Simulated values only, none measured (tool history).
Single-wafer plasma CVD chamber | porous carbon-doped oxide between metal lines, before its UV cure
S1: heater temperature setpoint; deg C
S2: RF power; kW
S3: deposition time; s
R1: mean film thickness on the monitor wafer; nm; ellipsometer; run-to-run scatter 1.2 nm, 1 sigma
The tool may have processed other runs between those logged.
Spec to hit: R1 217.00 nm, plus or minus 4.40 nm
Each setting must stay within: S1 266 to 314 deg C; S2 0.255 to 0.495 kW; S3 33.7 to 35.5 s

run	day	S1	S2	S3	R1
1	0.000	290	0.375	35.5	178.58
2	0.233	282	0.375	35.5	188.21
3	0.275	280	0.380	35.5	191.14
4	0.458	278	0.385	35.5	195.99
5	0.646	276	0.390	35.5	198.31
6	0.812	275	0.395	35.5	202.75
7	1.021	274	0.400	35.5	206.16
8	1.329	273	0.400	35.5	207.83
9	1.483	273	0.400	35.5	206.27
10	1.612	272	0.400	35.5	210.24
11	1.758	271	0.400	35.5	208.57
12	2.017	270	0.400	35.5	211.13

Which one of the following 4 next-run settings gets every result inside its allowed miss? There is exactly one.
A	2.275	266	0.375	35.5	?
B	2.275	271	0.390	35.5	?
C	2.275	266	0.400	35.5	?
D	2.275	266	0.425	35.5	?

move	R1
A	205.07
B	205.22
C	215.25
D	225.15
A: moves away from the targets compared with the last run
B: moves away from the targets compared with the last run
C: meets every target
D: takes the result that was furthest off past its target
So the answer is move C, the one that meets all the targets.
